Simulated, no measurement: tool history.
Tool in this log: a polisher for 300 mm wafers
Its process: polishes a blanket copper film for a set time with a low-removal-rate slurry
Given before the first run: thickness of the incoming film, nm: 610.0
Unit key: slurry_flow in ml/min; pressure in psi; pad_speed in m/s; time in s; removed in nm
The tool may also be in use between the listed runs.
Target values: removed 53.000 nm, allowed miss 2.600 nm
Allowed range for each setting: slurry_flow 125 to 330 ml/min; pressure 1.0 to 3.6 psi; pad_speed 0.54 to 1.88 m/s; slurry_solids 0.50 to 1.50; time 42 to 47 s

{"run": 1, "day": 0.0, "slurry_flow": 210, "pressure": 2.3, "pad_speed": 1.2, "slurry_solids": 1.0, "time": 47, "removed": 112.32}
{"run": 2, "day": 0.138, "slurry_flow": 210, "pressure": 2.1, "pad_speed": 1.16, "slurry_solids": 1.0, "time": 47, "removed": 99.544}
{"run": 3, "day": 0.292, "slurry_flow": 210, "pressure": 2.1, "pad_speed": 1.16, "slurry_solids": 1.2, "time": 47, "removed": 103.27}
{"run": 4, "day": 0.379, "slurry_flow": 160, "pressure": 2.1, "pad_speed": 1.16, "slurry_solids": 1.2, "time": 47, "removed": 101.62}
{"run": 5, "day": 0.688, "slurry_flow": 160, "pressure": 2.0, "pad_speed": 1.12, "slurry_solids": 1.2, "time": 47, "removed": 94.87}
{"run": 6, "day": 0.929, "slurry_flow": 160, "pressure": 2.3, "pad_speed": 1.12, "slurry_solids": 1.2, "time": 47, "removed": 105.83}
{"run": 7, "day": 1.158, "slurry_flow": 160, "pressure": 2.1, "pad_speed": 1.08, "slurry_solids": 1.2, "time": 47, "removed": 94.792}
{"run": 8, "day": 1.275, "slurry_flow": 160, "pressure": 2.0, "pad_speed": 1.06, "slurry_solids": 1.2, "time": 47, "removed": 88.66}
{"run": 9, "day": 1.433, "slurry_flow": 160, "pressure": 1.9, "pad_speed": 1.04, "slurry_solids": 1.2, "time": 47, "removed": 84.623}
{"run": 10, "day": 1.788, "slurry_flow": 160, "pressure": 1.8, "pad_speed": 1.02, "slurry_solids": 1.2, "time": 47, "removed": 78.85}
{"run": 11, "day": 1.829, "slurry_flow": 160, "pressure": 1.7, "pad_speed": 1.0, "slurry_solids": 1.2, "time": 47, "removed": 73.043}
{"run": 12, "day": 2.054, "slurry_flow": 160, "pressure": 1.6, "pad_speed": 1.0, "slurry_solids": 1.2, "time": 47, "removed": 70.292}
{"run": 13, "day": 2.4, "slurry_flow": 160, "pressure": 1.5, "pad_speed": 1.0, "slurry_solids": 1.2, "time": 47, "removed": 65.831}
{"run": 14, "day": 2.675, "slurry_flow": 160, "pressure": 1.0, "pad_speed": 0.98, "slurry_solids": 1.2, "time": 47, "removed": 48.377}

Which of these 4 next moves meets every target?
{"run": "A", "day": 2.95, "slurry_flow": 175, "pressure": 1.4, "pad_speed": 0.8, "slurry_solids": 1.1, "time": 46, "removed": "?"}
{"run": "B", "day": 2.95, "slurry_flow": 150, "pressure": 1.0, "pad_speed": 1.04, "slurry_solids": 1.25, "time": 43, "removed": "?"}
{"run": "C", "day": 2.95, "slurry_flow": 170, "pressure": 1.1, "pad_speed": 1.04, "slurry_solids": 1.1, "time": 46, "removed": "?"}
{"run": "D", "day": 2.95, "slurry_flow": 155, "pressure": 1.1, "pad_speed": 0.96, "slurry_solids": 1.3, "time": 42, "removed": "?"}

move=A removed=49.037
move=B removed=46.049
move=C removed=52.299
move=D removed=45.189
A: closer than the last run, but not yet in spec
B: further off than the last run
C: all results land within tolerance of their targets
D: further off than the last run
C meets every target.
